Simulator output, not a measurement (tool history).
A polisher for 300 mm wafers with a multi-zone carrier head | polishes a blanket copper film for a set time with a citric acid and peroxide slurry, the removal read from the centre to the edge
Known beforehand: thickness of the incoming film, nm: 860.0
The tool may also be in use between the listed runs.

run	hour	flow of slurry (ml/min)	pressure of the head's centre zone	pressure of the head's middle zone	pressure of the head's edge zone	abrasive content of the slurry	polishing time (s)	film removed at the wafer's centre (Å)	film removed at mid-radius (Å)	film removed at the wafer's edge (Å)
1	0.0	165	1.00	1.00	1.00	1.00	66	2419.5	2389.8	2367.3
2	4.6	165	1.00	0.95	1.00	1.00	66	2364.0	2313.2	2377.7
3	6.5	165	1.00	0.95	1.00	0.85	66	2346.5	2257.7	2276.9
4	12.3	165	1.00	0.95	1.00	0.65	66	2235.8	2147.1	2206.9
5	13.2	170	0.98	0.96	1.05	0.90	72	2542.8	2476.5	2547.9
6	17.7	200	0.98	0.96	1.05	0.90	72	2662.1	2567.6	2643.4
7	18.3	205	0.95	0.97	1.08	1.10	76	2810.1	2906.8	2850.4
8	22.6	195	0.93	0.93	1.11	1.20	81	2968.6	2960.5	3128.4
9	25.3	195	0.91	0.93	1.13	1.30	83	2977.3	3019.9	3407.5

What does the tool deliver on the next run?
10	26.4	210	0.91	0.94	1.14	1.35	83	?	?	?

{"run 10": {"film removed at the wafer's centre (Å)": 3056.4, "film removed at mid-radius (Å)": 3182.2, "film removed at the wafer's edge (Å)": 3386.3}}
